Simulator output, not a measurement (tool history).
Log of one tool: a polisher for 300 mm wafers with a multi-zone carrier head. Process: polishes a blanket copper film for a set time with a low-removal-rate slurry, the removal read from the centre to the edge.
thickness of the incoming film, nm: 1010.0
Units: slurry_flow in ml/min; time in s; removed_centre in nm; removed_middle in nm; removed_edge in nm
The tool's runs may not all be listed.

run 1 hour=0.0 | slurry_flow=185 centre_zone=1.00 middle_zone=1.00 edge_zone=1.00 slurry_solids=1.00 time=42 | removed_centre=155.24 removed_middle=153.81 removed_edge=154.47
run 2 hour=4.8 | slurry_flow=185 centre_zone=1.00 middle_zone=1.00 edge_zone=1.04 slurry_solids=1.00 time=42 | removed_centre=157.26 removed_middle=154.47 removed_edge=157.32
run 3 hour=6.0 | slurry_flow=195 centre_zone=0.99 middle_zone=0.99 edge_zone=1.07 slurry_solids=1.05 time=42 | removed_centre=159.89 removed_middle=159.08 removed_edge=165.04
run 4 hour=11.6 | slurry_flow=195 centre_zone=0.94 middle_zone=0.99 edge_zone=1.07 slurry_solids=1.05 time=42 | removed_centre=153.00 removed_middle=156.40 removed_edge=161.00
run 5 hour=20.2 | slurry_flow=205 centre_zone=0.94 middle_zone=0.98 edge_zone=1.09 slurry_solids=1.10 time=42 | removed_centre=154.94 removed_middle=158.99 removed_edge=168.68
run 6 hour=28.8 | slurry_flow=205 centre_zone=0.94 middle_zone=1.04 edge_zone=1.09 slurry_solids=1.10 time=42 | removed_centre=156.54 removed_middle=167.57 removed_edge=167.33

Run 7 comes next. What will it give?
run 7 hour=33.0 | slurry_flow=215 centre_zone=0.95 middle_zone=1.02 edge_zone=1.11 slurry_solids=1.10 time=42 | removed_centre=? removed_middle=? removed_edge=?

removed_centre: 158.53 nm
removed_middle: 163.92 nm
removed_edge: 169.60 nm
